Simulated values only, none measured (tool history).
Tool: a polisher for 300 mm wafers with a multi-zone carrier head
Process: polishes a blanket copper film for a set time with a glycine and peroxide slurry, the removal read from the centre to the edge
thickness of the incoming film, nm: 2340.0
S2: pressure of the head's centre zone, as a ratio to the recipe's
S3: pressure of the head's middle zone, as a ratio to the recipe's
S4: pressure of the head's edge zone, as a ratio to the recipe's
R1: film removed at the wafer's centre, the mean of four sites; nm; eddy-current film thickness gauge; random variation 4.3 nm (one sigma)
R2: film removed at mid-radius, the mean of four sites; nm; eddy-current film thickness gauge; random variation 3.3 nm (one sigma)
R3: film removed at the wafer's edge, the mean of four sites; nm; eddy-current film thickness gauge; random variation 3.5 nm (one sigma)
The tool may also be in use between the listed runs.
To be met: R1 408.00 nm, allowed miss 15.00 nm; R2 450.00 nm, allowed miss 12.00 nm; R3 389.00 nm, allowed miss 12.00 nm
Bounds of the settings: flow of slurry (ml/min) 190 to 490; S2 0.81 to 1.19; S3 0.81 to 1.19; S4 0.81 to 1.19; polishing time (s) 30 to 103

run 1 hour=0.0 | flow_of_slurry_(ml/min)=315 S2=1.00 S3=1.00 S4=1.00 polishing_time_(s)=66 | R1=312.48 R2=320.12 R3=328.44
run 2 hour=8.7 | flow_of_slurry_(ml/min)=325 S2=1.02 S3=1.03 S4=1.00 polishing_time_(s)=68 | R1=325.38 R2=337.06 R3=335.43
run 3 hour=10.6 | flow_of_slurry_(ml/min)=330 S2=1.03 S3=1.06 S4=1.00 polishing_time_(s)=70 | R1=340.02 R2=358.74 R3=350.72
run 4 hour=11.1 | flow_of_slurry_(ml/min)=335 S2=1.04 S3=1.08 S4=0.99 polishing_time_(s)=71 | R1=337.58 R2=368.40 R3=348.46
run 5 hour=20.0 | flow_of_slurry_(ml/min)=335 S2=1.04 S3=1.08 S4=0.99 polishing_time_(s)=65 | R1=321.84 R2=336.13 R3=319.34
run 6 hour=28.4 | flow_of_slurry_(ml/min)=335 S2=1.04 S3=1.08 S4=0.99 polishing_time_(s)=55 | R1=272.52 R2=283.16 R3=271.26
run 7 hour=30.7 | flow_of_slurry_(ml/min)=340 S2=1.05 S3=1.10 S4=0.99 polishing_time_(s)=59 | R1=292.17 R2=313.95 R3=289.11
run 8 hour=34.8 | flow_of_slurry_(ml/min)=395 S2=1.15 S3=1.19 S4=1.09 polishing_time_(s)=76 | R1=413.02 R2=436.40 R3=394.95
run 9 hour=39.7 | flow_of_slurry_(ml/min)=395 S2=1.14 S3=1.19 S4=1.08 polishing_time_(s)=76 | R1=401.04 R2=435.26 R3=400.37
run 10 hour=47.2 | flow_of_slurry_(ml/min)=395 S2=1.14 S3=1.19 S4=1.06 polishing_time_(s)=76 | R1=404.47 R2=436.87 R3=388.81
run 11 hour=52.4 | flow_of_slurry_(ml/min)=395 S2=1.14 S3=1.19 S4=1.05 polishing_time_(s)=76 | R1=405.19 R2=436.77 R3=388.10
run 12 hour=58.1 | flow_of_slurry_(ml/min)=395 S2=1.14 S3=1.19 S4=1.04 polishing_time_(s)=76 | R1=396.80 R2=433.17 R3=390.70
run 13 hour=62.1 | flow_of_slurry_(ml/min)=450 S2=1.15 S3=1.19 S4=0.94 polishing_time_(s)=79 | R1=426.23 R2=458.63 R3=381.58
run 14 hour=70.4 | flow_of_slurry_(ml/min)=450 S2=1.14 S3=1.19 S4=0.95 polishing_time_(s)=79 | R1=430.21 R2=452.49 R3=393.14

Which of these 4 next moves meets every target?
run A hour=78.7 | flow_of_slurry_(ml/min)=365 S2=1.19 S3=1.15 S4=0.89 polishing_time_(s)=82 | R1=? R2=? R3=?
run B hour=78.7 | flow_of_slurry_(ml/min)=465 S2=1.09 S3=1.16 S4=0.94 polishing_time_(s)=79 | R1=? R2=? R3=?
run C hour=78.7 | flow_of_slurry_(ml/min)=490 S2=1.16 S3=1.08 S4=1.01 polishing_time_(s)=82 | R1=? R2=? R3=?
run D hour=78.7 | flow_of_slurry_(ml/min)=455 S2=1.19 S3=1.16 S4=0.93 polishing_time_(s)=80 | R1=? R2=? R3=?

move=A R1=450.56 R2=450.22 R3=385.85
move=B R1=412.14 R2=444.55 R3=386.53
move=C R1=450.97 R2=435.18 R3=417.16
move=D R1=447.16 R2=449.39 R3=388.99
A: further off than the last run
B: meets every target
C: further off than the last run
D: further off than the last run
Move B is the one to make.

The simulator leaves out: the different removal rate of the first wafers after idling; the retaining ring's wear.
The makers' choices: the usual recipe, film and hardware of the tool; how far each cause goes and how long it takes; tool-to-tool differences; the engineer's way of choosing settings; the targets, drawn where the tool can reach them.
